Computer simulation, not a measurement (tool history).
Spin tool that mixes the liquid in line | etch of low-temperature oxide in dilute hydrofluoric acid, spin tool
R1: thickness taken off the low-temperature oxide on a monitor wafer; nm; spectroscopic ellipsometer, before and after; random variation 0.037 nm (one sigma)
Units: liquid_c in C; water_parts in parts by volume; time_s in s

Run 1, hour 0: liquid_c 23 C, water_parts 145 parts by volume, time_s 85 s. Result: R1 10.782 nm.
Run 2, hour 7: liquid_c 25.5 C, water_parts 145 parts by volume, time_s 85 s. Result: R1 11.995 nm.
Run 3, hour 9.6: liquid_c 24.5 C, water_parts 155 parts by volume, time_s 85 s. Result: R1 10.599 nm.
Run 4, hour 17.7: liquid_c 23.5 C, water_parts 160 parts by volume, time_s 85 s. Result: R1 9.9889 nm.
Run 5, hour 20.1: liquid_c 23.5 C, water_parts 160 parts by volume, time_s 95 s. Result: R1 11.205 nm.
Run 6, hour 23.7: liquid_c 26.5 C, water_parts 160 parts by volume, time_s 95 s. Result: R1 12.497 nm.
Run 7, hour 25.5: liquid_c 25.5 C, water_parts 170 parts by volume, time_s 95 s. Result: R1 11.186 nm.
Run 8, hour 26.2: liquid_c 24.5 C, water_parts 175 parts by volume, time_s 95 s. Result: R1 10.188 nm.
Run 9, hour 34.5: liquid_c 23.5 C, water_parts 180 parts by volume, time_s 95 s. Result: R1 9.671 nm.

The next listed run, before its measurement:
Run 10, hour 40.6: liquid_c 22.5 C, water_parts 185 parts by volume, time_s 95 s. Result: R1 ?.

Run 10 gave R1 8.9688 nm.

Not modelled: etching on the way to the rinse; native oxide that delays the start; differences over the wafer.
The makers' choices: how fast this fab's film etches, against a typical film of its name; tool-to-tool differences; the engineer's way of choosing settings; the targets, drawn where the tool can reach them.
